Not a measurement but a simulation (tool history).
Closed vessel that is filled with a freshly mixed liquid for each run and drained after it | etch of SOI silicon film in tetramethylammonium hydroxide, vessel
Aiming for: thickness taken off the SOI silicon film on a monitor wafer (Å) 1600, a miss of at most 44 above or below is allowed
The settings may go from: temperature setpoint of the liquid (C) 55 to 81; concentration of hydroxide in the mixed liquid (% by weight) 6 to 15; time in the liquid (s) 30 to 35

run	hour	temperature setpoint of the liquid (C)	concentration of hydroxide in the mixed liquid (% by weight)	time in the liquid (s)	thickness taken off the SOI silicon film on a monitor wafer (Å)
1	0	68	10	35	2156.3
2	3	67.5	10	35	2114.3
3	11.1	67	10	35	2027.5
4	19.6	67	10	35	2041.6
5	26.8	67	8.5	35	2183.1
6	35.1	66.5	8.5	35	2104
7	37.1	66	8.5	35	2053.1
8	38.5	65.5	8.5	35	1979.5
9	45.3	65	8.5	35	1903.2

Below are 4 possible settings for the next run. Only one of them brings all results inside the allowed miss of their targets. Which is it?
A	52.1	65	9	30	?
B	52.1	67.5	11.5	30	?
C	52.1	63.5	8.5	35	?
D	52.1	68.5	9	35	?

move	thickness taken off the SOI silicon film on a monitor wafer (Å)
A	1619.9
B	1720.2
C	1760.3
D	2330.2
A: every result lands within tolerance
B: closer than the last run, but not yet in spec
C: closer than the last run, but not yet in spec
D: lands further from the targets than the last run did
Answer: A
